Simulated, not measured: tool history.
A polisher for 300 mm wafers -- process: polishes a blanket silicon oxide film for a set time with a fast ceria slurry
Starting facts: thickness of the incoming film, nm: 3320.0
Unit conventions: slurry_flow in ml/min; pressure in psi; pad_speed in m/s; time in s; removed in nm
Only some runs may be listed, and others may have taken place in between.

run	day	slurry_flow	pressure	pad_speed	time	removed
1	0.000	210	2.4	1.26	55	809.14
2	0.129	210	2.1	1.24	55	738.02
3	0.471	210	1.9	1.20	55	679.36
4	0.504	170	1.9	1.20	55	649.91
5	0.646	170	1.7	1.18	55	598.91
6	0.867	170	1.7	1.18	58	635.65

For run 7, what comes out?
7	1.054	170	1.6	1.16	58	?

{"run 7": {"removed": 610.41}}
